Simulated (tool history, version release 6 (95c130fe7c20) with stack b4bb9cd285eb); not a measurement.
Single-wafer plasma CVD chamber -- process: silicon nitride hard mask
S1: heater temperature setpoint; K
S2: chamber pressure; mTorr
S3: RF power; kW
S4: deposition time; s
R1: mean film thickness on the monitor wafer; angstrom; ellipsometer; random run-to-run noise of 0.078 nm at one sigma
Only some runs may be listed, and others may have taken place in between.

{"run": 1, "hour": 0.0, "S1": 683.15, "S2": 1870, "S3": 0.23, "S4": 36.9, "R1": 342.53}
{"run": 2, "hour": 6.3, "S1": 683.15, "S2": 1870, "S3": 0.23, "S4": 35.2, "R1": 327.09}
{"run": 3, "hour": 13.0, "S1": 683.15, "S2": 1830, "S3": 0.23, "S4": 35.2, "R1": 325.56}
{"run": 4, "hour": 15.7, "S1": 683.15, "S2": 2030, "S3": 0.23, "S4": 35.2, "R1": 334.56}
{"run": 5, "hour": 22.4, "S1": 683.15, "S2": 1940, "S3": 0.23, "S4": 35.2, "R1": 329.89}
{"run": 6, "hour": 30.2, "S1": 683.15, "S2": 1880, "S3": 0.23, "S4": 35.2, "R1": 325.77}
{"run": 7, "hour": 33.3, "S1": 683.15, "S2": 1850, "S3": 0.23, "S4": 35.2, "R1": 325.13}

Run 8 has not been measured yet. What should we expect?
{"run": 8, "hour": 36.1, "S1": 683.15, "S2": 1820, "S3": 0.23, "S4": 35.2, "R1": "?"}

{"run 8": {"R1": 324.4}}

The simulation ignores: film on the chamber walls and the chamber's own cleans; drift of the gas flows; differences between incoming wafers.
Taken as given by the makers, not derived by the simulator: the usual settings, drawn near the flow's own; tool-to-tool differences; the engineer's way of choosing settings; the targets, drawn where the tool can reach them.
